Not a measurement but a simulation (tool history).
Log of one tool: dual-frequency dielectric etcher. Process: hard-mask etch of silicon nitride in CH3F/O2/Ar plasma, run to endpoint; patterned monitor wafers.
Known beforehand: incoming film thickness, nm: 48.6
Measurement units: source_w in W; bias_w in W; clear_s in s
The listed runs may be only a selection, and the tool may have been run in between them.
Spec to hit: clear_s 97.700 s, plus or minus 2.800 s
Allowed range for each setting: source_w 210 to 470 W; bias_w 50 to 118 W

Run 1, hour 0.0: source_w 340 W, bias_w 84 W. Result: clear_s 79.804 s.
Run 2, hour 6.8: source_w 320 W, bias_w 81 W. Result: clear_s 82.998 s.
Run 3, hour 9.7: source_w 320 W, bias_w 87 W. Result: clear_s 79.688 s.
Run 4, hour 15.8: source_w 320 W, bias_w 102 W. Result: clear_s 73.900 s.
Run 5, hour 22.8: source_w 300 W, bias_w 97 W. Result: clear_s 77.182 s.
Run 6, hour 31.7: source_w 350 W, bias_w 97 W. Result: clear_s 72.625 s.
Run 7, hour 37.4: source_w 330 W, bias_w 93 W. Result: clear_s 75.900 s.
Run 8, hour 38.3: source_w 310 W, bias_w 90 W. Result: clear_s 79.684 s.
Run 9, hour 42.0: source_w 300 W, bias_w 87 W. Result: clear_s 82.626 s.
Run 10, hour 46.6: source_w 290 W, bias_w 85 W. Result: clear_s 83.055 s.
Run 11, hour 47.2: source_w 230 W, bias_w 68 W. Result: clear_s 102.560 s.

Exactly one of the 5 candidate moves below puts every result within its allowed miss. Which one?
Run A, hour 47.8: source_w 220 W, bias_w 63 W. Result: clear_s ?.
Run B, hour 47.8: source_w 230 W, bias_w 72 W. Result: clear_s ?.
Run C, hour 47.8: source_w 250 W, bias_w 59 W. Result: clear_s ?.
Run D, hour 47.8: source_w 260 W, bias_w 78 W. Result: clear_s ?.
Run E, hour 47.8: source_w 220 W, bias_w 67 W. Result: clear_s ?.

move  clear_s
   A  108.040
   B   98.872
   C  107.240
   D   90.850
   E  104.410
A: lands further from the targets than the last run did
B: hits every target within its allowed miss
C: lands further from the targets than the last run did
D: moves the result that the last run missed by most past its target, out the other side
E: lands further from the targets than the last run did
Go with B: it meets all targets.
